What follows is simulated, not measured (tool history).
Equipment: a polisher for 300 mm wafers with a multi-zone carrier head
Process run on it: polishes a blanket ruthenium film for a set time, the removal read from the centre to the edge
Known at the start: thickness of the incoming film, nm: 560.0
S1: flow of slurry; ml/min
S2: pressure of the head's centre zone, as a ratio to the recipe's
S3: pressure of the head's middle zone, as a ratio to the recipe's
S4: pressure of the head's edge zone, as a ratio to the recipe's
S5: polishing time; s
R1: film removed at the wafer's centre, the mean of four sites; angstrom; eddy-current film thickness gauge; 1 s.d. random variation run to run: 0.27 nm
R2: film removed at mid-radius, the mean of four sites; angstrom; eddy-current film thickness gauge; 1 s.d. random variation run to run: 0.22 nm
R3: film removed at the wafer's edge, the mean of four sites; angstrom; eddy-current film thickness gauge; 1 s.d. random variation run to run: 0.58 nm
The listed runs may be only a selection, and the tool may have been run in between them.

Run 1, hour 0.0: S1 255 ml/min, S2 1.00, S3 1.00, S4 1.00, S5 58 s. Result: R1 410.01 angstrom, R2 419.07 angstrom, R3 413.17 angstrom.
Run 2, hour 1.9: S1 255 ml/min, S2 1.00, S3 1.00, S4 1.00, S5 47 s. Result: R1 330.67 angstrom, R2 341.25 angstrom, R3 341.07 angstrom.
Run 3, hour 7.1: S1 255 ml/min, S2 1.00, S3 1.00, S4 0.96, S5 47 s. Result: R1 329.78 angstrom, R2 338.97 angstrom, R3 327.50 angstrom.
Run 4, hour 10.0: S1 265 ml/min, S2 0.99, S3 0.99, S4 1.03, S5 47 s. Result: R1 328.33 angstrom, R2 337.92 angstrom, R3 347.69 angstrom.
Run 5, hour 16.1: S1 310 ml/min, S2 0.99, S3 0.99, S4 1.03, S5 47 s. Result: R1 340.42 angstrom, R2 342.20 angstrom, R3 347.14 angstrom.
At hour 23.5: worn pad replaced by a new one.
Run 6, hour 23.5: S1 310 ml/min, S2 1.06, S3 0.99, S4 1.03, S5 47 s. Result: R1 405.24 angstrom, R2 382.42 angstrom, R3 382.26 angstrom.
Run 7, hour 32.4: S1 240 ml/min, S2 0.96, S3 0.96, S4 1.13, S5 55 s. Result: R1 411.14 angstrom, R2 422.68 angstrom, R3 471.90 angstrom.
Run 8, hour 41.3: S1 250 ml/min, S2 0.92, S3 0.92, S4 1.09, S5 55 s. Result: R1 393.68 angstrom, R2 406.24 angstrom, R3 458.32 angstrom.
Run 9, hour 45.5: S1 240 ml/min, S2 0.90, S3 0.88, S4 1.06, S5 54 s. Result: R1 372.58 angstrom, R2 388.88 angstrom, R3 449.54 angstrom.
Run 10, hour 49.0: S1 240 ml/min, S2 0.90, S3 0.88, S4 1.06, S5 54 s. Result: R1 370.08 angstrom, R2 385.74 angstrom, R3 453.12 angstrom.
Run 11, hour 55.9: S1 240 ml/min, S2 0.90, S3 0.86, S4 1.02, S5 54 s. Result: R1 377.03 angstrom, R2 381.90 angstrom, R3 436.70 angstrom.
Run 12, hour 64.4: S1 230 ml/min, S2 0.89, S3 0.84, S4 1.01, S5 53 s. Result: R1 362.36 angstrom, R2 363.10 angstrom, R3 411.76 angstrom.

Run 13 is up next; what results do you expect?
Run 13, hour 69.3: S1 225 ml/min, S2 0.88, S3 0.83, S4 1.02, S5 52 s. Result: R1 ?, R2 ?, R3 ?.

{"run 13": {"R1": 351.35, "R2": 355.41, "R3": 417.38}}
